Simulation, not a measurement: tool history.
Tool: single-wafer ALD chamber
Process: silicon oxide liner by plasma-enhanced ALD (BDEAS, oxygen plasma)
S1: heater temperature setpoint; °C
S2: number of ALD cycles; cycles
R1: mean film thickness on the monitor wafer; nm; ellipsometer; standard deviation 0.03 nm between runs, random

Run 1, day 0: S1 315 °C, S2 67 cycles. Result: R1 6.2643 nm.
Run 2, day 0.312: S1 315 °C, S2 72 cycles. Result: R1 6.7671 nm.
Run 3, day 0.658: S1 316 °C, S2 68 cycles. Result: R1 6.3494 nm.
Run 4, day 1.017: S1 323 °C, S2 68 cycles. Result: R1 6.2752 nm.
Run 5, day 1.125: S1 324 °C, S2 66 cycles. Result: R1 6.0471 nm.
Run 6, day 1.338: S1 324 °C, S2 62 cycles. Result: R1 5.7729 nm.

Run 7 comes next. What will it give?
Run 7, day 1.421: S1 325 °C, S2 61 cycles. Result: R1 ?.

{"run 7": {"R1": 5.6798}}
